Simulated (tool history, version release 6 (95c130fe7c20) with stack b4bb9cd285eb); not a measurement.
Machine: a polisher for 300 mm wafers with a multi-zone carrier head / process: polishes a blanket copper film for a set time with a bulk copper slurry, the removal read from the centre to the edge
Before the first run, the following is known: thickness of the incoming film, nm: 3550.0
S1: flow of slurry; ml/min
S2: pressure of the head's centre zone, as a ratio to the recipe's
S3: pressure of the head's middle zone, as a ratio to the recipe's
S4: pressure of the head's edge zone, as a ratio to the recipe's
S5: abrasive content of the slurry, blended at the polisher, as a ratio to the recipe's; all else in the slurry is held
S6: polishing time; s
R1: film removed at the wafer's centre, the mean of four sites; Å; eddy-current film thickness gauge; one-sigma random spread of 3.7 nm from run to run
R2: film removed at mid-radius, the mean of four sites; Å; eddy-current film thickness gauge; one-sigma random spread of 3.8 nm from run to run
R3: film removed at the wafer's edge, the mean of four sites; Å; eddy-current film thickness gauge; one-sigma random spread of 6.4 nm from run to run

Run 1, day 0.000: S1 165 ml/min, S2 1.00, S3 1.00, S4 1.00, S5 1.00, S6 76 s. Result: R1 8617.2 Å, R2 8292.9 Å, R3 8355.7 Å.
Run 2, day 0.367: S1 160 ml/min, S2 0.98, S3 0.98, S4 0.99, S5 0.95, S6 72 s. Result: R1 7845.8 Å, R2 7749.9 Å, R3 7776.7 Å.
Run 3, day 0.608: S1 155 ml/min, S2 0.97, S3 0.96, S4 0.99, S5 0.90, S6 68 s. Result: R1 7334.7 Å, R2 7152.7 Å, R3 7397.6 Å.
Run 4, day 0.950: S1 150 ml/min, S2 0.96, S3 0.95, S4 0.98, S5 0.85, S6 64 s. Result: R1 6620.2 Å, R2 6390.9 Å, R3 6709.8 Å.
Run 5, day 1.054: S1 150 ml/min, S2 1.03, S3 0.95, S4 0.98, S5 0.85, S6 64 s. Result: R1 7077.2 Å, R2 6412.0 Å, R3 6592.9 Å.
Run 6, day 1.112: S1 150 ml/min, S2 1.03, S3 0.95, S4 0.98, S5 0.85, S6 56 s. Result: R1 6148.8 Å, R2 5597.3 Å, R3 5740.7 Å.
Run 7, day 1.246: S1 145 ml/min, S2 1.01, S3 0.94, S4 0.98, S5 0.80, S6 54 s. Result: R1 5783.6 Å, R2 5327.3 Å, R3 5653.8 Å.
Run 8, day 1.462: S1 140 ml/min, S2 1.00, S3 0.94, S4 0.97, S5 0.75, S6 53 s. Result: R1 5461.0 Å, R2 5065.8 Å, R3 5196.3 Å.
Run 9, day 1.679: S1 135 ml/min, S2 0.98, S3 0.93, S4 0.97, S5 0.70, S6 53 s. Result: R1 5105.4 Å, R2 4987.0 Å, R3 5273.5 Å.
Run 10, day 1.842: S1 135 ml/min, S2 0.98, S3 0.93, S4 0.97, S5 0.70, S6 53 s. Result: R1 5174.0 Å, R2 4889.1 Å, R3 5175.9 Å.
Run 11, day 2.204: S1 130 ml/min, S2 0.97, S3 0.92, S4 0.96, S5 0.70, S6 53 s. Result: R1 5119.0 Å, R2 4842.4 Å, R3 5161.3 Å.
Run 12, day 2.517: S1 125 ml/min, S2 0.96, S3 0.91, S4 0.95, S5 0.70, S6 53 s. Result: R1 4954.4 Å, R2 4747.3 Å, R3 5180.2 Å.

The next listed run, before its measurement:
Run 13, day 2.796: S1 125 ml/min, S2 0.95, S3 0.91, S4 0.94, S5 0.70, S6 53 s. Result: R1 ?, R2 ?, R3 ?.

R1: 4956.5 Å
R2: 4690.7 Å
R3: 5103.5 Å
